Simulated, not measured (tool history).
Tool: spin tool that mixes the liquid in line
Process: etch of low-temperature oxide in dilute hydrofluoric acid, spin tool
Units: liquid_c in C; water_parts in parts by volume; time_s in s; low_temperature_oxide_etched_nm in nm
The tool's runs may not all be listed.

run,hour,liquid_c,water_parts,time_s,low_temperature_oxide_etched_nm
1,0,22,45,155,64.293
2,7.4,22,40,155,73.298
3,9.1,22,40,170,80.997
4,11.8,22,40,155,74.021
5,12.4,22,40,170,80.418
6,20.8,23,40,170,83.172
7,27.5,24,40,170,87.15
8,32.7,24.5,40,170,88.725
9,38.9,25,40,170,90.582
10,39.8,25.5,40,170,92.413

Forecast run 11:
11,43.5,26,40,170,?

{"run 11": {"low_temperature_oxide_etched_nm": 93.771}}
